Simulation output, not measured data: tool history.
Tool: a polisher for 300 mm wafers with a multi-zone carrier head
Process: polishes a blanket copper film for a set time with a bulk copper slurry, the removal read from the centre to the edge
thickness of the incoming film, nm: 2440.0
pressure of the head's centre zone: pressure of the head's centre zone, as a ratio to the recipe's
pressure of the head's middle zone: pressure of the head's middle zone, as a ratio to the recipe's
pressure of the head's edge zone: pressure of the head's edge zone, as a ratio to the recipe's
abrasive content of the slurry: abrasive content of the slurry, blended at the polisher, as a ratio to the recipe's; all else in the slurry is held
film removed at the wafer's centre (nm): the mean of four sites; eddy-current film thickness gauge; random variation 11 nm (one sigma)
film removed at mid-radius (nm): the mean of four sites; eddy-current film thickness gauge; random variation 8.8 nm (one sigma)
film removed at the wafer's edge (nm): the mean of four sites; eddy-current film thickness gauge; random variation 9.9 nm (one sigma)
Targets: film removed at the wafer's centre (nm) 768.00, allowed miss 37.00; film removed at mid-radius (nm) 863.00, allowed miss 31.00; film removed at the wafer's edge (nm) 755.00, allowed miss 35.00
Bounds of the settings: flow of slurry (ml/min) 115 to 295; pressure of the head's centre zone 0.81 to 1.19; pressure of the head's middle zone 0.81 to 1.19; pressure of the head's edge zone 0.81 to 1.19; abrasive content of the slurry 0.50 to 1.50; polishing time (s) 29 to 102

run,hour,flow of slurry (ml/min),pressure of the head's centre zone,pressure of the head's middle zone,pressure of the head's edge zone,abrasive content of the slurry,polishing time (s),film removed at the wafer's centre (nm),film removed at mid-radius (nm),film removed at the wafer's edge (nm)
1,0.0,190,1.00,1.00,1.00,1.00,65,657.43,651.12,637.68
2,8.1,190,1.00,1.00,1.00,0.85,65,638.38,622.37,617.58
3,10.0,190,1.00,0.92,1.00,0.85,65,625.20,583.60,628.74
4,15.1,190,1.00,0.92,1.00,0.85,50,481.95,453.34,485.98
5,18.7,190,1.00,0.92,1.00,0.85,59,580.94,524.59,572.96
6,21.0,145,1.00,0.92,1.00,0.85,59,549.85,512.24,535.87
7,23.3,185,1.01,1.02,1.03,1.10,71,749.21,732.87,731.02
8,26.0,195,1.00,1.06,1.03,1.10,71,754.85,776.85,737.22
9,34.9,205,0.99,1.08,1.03,1.10,71,736.53,788.72,752.63
10,41.8,210,1.00,1.11,1.02,1.10,71,750.39,808.37,726.41

5 next moves are on the table. One of them brings every result within its allowed miss. Which?
A,48.7,220,1.02,1.05,0.98,1.10,67,?,?,?
B,48.7,215,0.90,0.94,1.16,1.00,73,?,?,?
C,48.7,235,0.96,1.11,0.97,0.95,78,?,?,?
D,48.7,215,0.95,1.04,1.17,1.35,67,?,?,?
E,48.7,170,1.04,1.02,1.00,1.20,73,?,?,?

move,film removed at the wafer's centre (nm),film removed at mid-radius (nm),film removed at the wafer's edge (nm)
A,709.70,741.41,686.09
B,663.98,717.89,794.79
C,759.49,883.42,773.19
D,690.05,768.57,784.07
E,767.26,770.92,746.95
A: further off than the last run
B: further off than the last run
C: meets every target
D: further off than the last run
E: further off than the last run
Move C is the one to make.
